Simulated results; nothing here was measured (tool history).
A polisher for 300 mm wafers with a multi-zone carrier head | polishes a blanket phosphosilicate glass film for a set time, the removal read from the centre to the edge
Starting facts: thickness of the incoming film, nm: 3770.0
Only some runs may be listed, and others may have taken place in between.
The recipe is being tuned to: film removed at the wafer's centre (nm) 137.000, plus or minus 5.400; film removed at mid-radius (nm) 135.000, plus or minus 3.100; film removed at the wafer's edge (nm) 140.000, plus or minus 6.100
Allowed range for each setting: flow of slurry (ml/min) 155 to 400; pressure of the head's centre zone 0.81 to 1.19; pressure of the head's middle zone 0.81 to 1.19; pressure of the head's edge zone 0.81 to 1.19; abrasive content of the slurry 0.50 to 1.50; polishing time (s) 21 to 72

run	hour	flow of slurry (ml/min)	pressure of the head's centre zone	pressure of the head's middle zone	pressure of the head's edge zone	abrasive content of the slurry	polishing time (s)	film removed at the wafer's centre (nm)	film removed at mid-radius (nm)	film removed at the wafer's edge (nm)
1	0.0	255	1.00	1.00	1.00	1.00	46	267.770	273.770	266.410
2	4.5	255	1.00	1.07	1.00	1.00	46	262.750	286.360	258.600
3	11.2	250	0.99	1.05	0.99	0.95	44	238.390	259.540	241.710
4	13.1	250	0.92	1.05	0.99	0.95	44	227.910	258.120	241.930
5	15.4	315	0.92	1.05	0.99	0.95	44	233.840	268.650	249.620
6	21.0	305	0.92	1.03	0.97	0.90	42	211.080	242.290	221.180
7	22.6	295	0.92	1.00	0.97	0.85	41	196.400	220.730	212.340
8	28.8	290	0.93	0.98	0.95	0.80	41	188.020	206.330	194.720
9	34.9	290	0.93	0.98	0.95	0.80	41	187.740	207.190	193.180
10	38.5	280	0.93	0.96	0.95	0.75	41	177.460	191.510	183.660
11	42.0	270	0.93	0.94	0.94	0.75	41	179.600	186.500	183.420
12	45.1	250	0.86	0.84	0.84	0.50	35	87.418	91.390	94.861
13	49.3	260	0.88	0.85	0.86	0.50	34	88.363	89.588	92.950
14	51.3	255	0.89	0.87	0.90	0.50	34	88.901	91.866	95.472
15	54.1	270	0.91	0.88	0.93	0.50	34	91.067	93.295	96.449
16	57.0	265	0.93	0.90	0.96	0.50	34	91.759	94.231	98.145
17	64.5	275	0.95	0.91	0.98	0.50	34	94.828	95.551	98.164
18	72.5	280	0.96	0.92	1.00	0.55	34	110.570	110.280	112.580
19	74.6	280	0.96	0.92	1.00	0.55	34	109.120	110.640	113.310
20	77.2	290	0.96	0.92	1.01	0.55	34	112.010	110.510	112.990
21	84.7	300	0.96	0.92	1.03	0.55	34	110.140	111.050	116.800
22	86.5	350	1.06	1.02	1.13	0.70	34	163.850	161.240	159.250
23	87.0	335	1.06	1.02	1.13	0.70	34	164.970	160.280	166.290
24	87.8	320	1.05	1.01	1.11	0.70	34	161.860	158.170	155.240
25	91.3	305	1.04	1.00	1.11	0.70	34	156.990	154.180	158.950
26	96.3	300	1.03	0.99	1.10	0.70	34	154.310	153.490	158.210
27	101.1	295	1.03	0.98	1.09	0.70	34	156.030	150.760	159.780

Exercise: of the 4 proposed moves below, exactly one satisfies all targets within the stated allowed misses. Which move is it?
A	105.9	335	1.01	0.96	1.04	1.00	23	?	?	?
B	105.9	270	1.10	0.97	1.11	0.60	36	?	?	?
C	105.9	245	1.02	0.83	1.19	0.90	27	?	?	?
D	105.9	290	1.05	0.84	1.12	0.80	29	?	?	?

move	film removed at the wafer's centre (nm)	film removed at mid-radius (nm)	film removed at the wafer's edge (nm)
A	134.880	133.620	139.310
B	146.020	134.110	144.040
C	143.590	125.370	159.560
D	148.810	127.150	154.520
A: every result within its allowed miss
B: the furthest-off result lands on target, but another misses its tolerance
C: moves the result that the last run missed by most past its target, out the other side
D: moves the result that the last run missed by most past its target, out the other side
The move that meets every target is A.
